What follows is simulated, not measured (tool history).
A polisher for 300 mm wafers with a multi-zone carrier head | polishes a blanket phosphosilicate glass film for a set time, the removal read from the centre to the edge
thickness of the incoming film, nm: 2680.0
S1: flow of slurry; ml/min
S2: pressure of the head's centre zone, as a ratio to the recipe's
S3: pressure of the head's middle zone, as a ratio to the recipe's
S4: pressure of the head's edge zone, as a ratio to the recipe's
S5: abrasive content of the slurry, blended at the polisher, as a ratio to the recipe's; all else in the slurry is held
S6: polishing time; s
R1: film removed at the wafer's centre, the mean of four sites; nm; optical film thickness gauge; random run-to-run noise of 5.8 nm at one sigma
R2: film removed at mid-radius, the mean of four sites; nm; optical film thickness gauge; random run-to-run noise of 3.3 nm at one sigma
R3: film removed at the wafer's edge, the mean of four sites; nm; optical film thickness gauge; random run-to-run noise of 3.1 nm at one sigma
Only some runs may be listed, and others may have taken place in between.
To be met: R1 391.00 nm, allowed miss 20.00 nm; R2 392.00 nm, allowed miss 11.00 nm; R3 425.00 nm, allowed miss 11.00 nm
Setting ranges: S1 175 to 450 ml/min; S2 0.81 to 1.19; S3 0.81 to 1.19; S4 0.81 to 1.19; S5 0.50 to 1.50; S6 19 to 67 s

run,hour,S1,S2,S3,S4,S5,S6,R1,R2,R3
1,0.0,290,1.00,1.00,1.00,1.00,43,288.04,320.17,324.28
2,4.5,290,1.05,1.00,1.00,1.00,43,297.30,312.86,325.32
3,10.1,300,1.07,1.02,1.03,1.10,43,321.09,339.04,343.68
4,14.0,300,1.07,1.02,0.96,1.10,43,321.15,340.02,333.94
5,20.9,300,1.07,1.08,0.96,1.10,43,318.19,350.59,335.83
6,27.4,295,1.08,1.06,1.01,1.15,43,326.93,348.49,349.56
# hour 29.9: centre zone pressure recalibrated
7,29.9,300,1.09,1.06,1.04,1.20,43,383.97,360.45,357.03
8,37.1,270,1.03,1.03,1.05,1.25,44,368.55,364.60,378.66

Exactly one of the 5 candidate moves below puts every result within its allowed miss. Which one?
A,44.3,270,1.01,1.01,1.13,1.30,47,?,?,?
B,44.3,210,0.95,0.86,1.11,0.80,63,?,?,?
C,44.3,325,0.94,1.10,1.07,0.95,53,?,?,?
D,44.3,225,0.90,1.06,0.98,0.95,56,?,?,?
E,44.3,270,0.98,1.06,1.07,1.25,49,?,?,?

move,R1,R2,R3
A,398.05,389.70,426.09
B,385.66,356.84,439.57
C,366.88,412.05,408.08
D,359.37,411.20,404.42
E,396.14,415.05,424.83
A: each result inside its tolerance
B: takes the result that was furthest off past its target
C: closer than the last run, but not yet in spec
D: closer than the last run, but not yet in spec
E: meets the target for the result that was furthest off, but another lies outside its allowed miss
Answer: A
